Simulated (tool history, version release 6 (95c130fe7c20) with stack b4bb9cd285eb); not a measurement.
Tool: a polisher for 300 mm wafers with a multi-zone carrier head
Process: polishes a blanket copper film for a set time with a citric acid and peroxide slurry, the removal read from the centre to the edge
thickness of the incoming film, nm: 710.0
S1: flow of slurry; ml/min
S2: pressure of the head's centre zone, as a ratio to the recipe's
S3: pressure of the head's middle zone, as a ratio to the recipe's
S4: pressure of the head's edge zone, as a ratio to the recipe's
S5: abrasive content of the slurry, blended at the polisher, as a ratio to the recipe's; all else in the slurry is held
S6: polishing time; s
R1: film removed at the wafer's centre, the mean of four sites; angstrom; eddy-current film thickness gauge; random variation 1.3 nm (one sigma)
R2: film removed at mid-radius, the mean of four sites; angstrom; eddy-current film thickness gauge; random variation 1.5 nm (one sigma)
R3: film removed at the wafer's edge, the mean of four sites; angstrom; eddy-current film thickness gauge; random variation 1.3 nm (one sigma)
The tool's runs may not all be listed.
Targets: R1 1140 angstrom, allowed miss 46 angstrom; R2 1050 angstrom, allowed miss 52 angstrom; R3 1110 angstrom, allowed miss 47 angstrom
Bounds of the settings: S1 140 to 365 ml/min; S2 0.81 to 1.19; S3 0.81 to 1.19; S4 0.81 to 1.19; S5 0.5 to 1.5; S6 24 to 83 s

run	day	S1	S2	S3	S4	S5	S6	R1	R2	R3
1	0	235	1	1	1	1	53	1274.4	1284.4	1257.1
2	0.158	235	1	1.05	1	1	53	1286.4	1269.3	1270.7
3	0.375	230	1.01	1.05	1.02	0.9	52	1245.8	1231.9	1204.6
4	0.517	230	0.97	1.05	1.02	0.9	52	1178.1	1274.1	1233.8
5	0.829	225	0.99	1.03	1.04	0.9	51	1173.2	1218.5	1206.8
# day 1.008: worn pad replaced by a new one
6	1.008	225	0.99	1.08	1.04	0.9	51	1325.5	1388.9	1332.8
7	1.225	225	1	1.05	1.04	0.9	51	1340.7	1342.4	1368.5
8	1.554	245	1	1.02	1.04	0.9	51	1331.8	1323	1390.4
9	1.846	230	1.01	1	1.04	0.9	51	1339	1288.2	1361.2
10	2.075	220	1.01	0.98	1.03	0.9	51	1335.4	1249	1366.2
11	2.312	240	1.02	0.97	0.94	0.65	45	1111.3	1061	1051.5
12	2.675	240	1.02	0.97	0.94	0.65	45	1091.4	1068.2	1075.6
13	2.983	240	1.03	0.96	0.94	0.65	45	1143.3	1045.4	1042.5
14	3.275	240	1.03	0.95	0.95	0.65	45	1140.7	1042	1052

Which of these 4 next moves meets every target?
A	3.567	150	1.02	0.93	0.95	0.8	47	?	?	?
B	3.567	295	1.09	1.03	0.98	0.55	43	?	?	?
C	3.567	215	0.92	1.04	0.95	0.75	46	?	?	?
D	3.567	220	1.13	1.01	0.95	0.75	41	?	?	?

move	R1	R2	R3
A	1119.5	1020.5	1131.5
B	1115.2	1024.1	1032.3
C	1034.3	1141.6	1133.4
D	1137.4	994.3	1012.8
A: meets every target
B: further off than the last run
C: brings the result that was furthest off to its target, and leaves another outside
D: further off than the last run
Answer: A
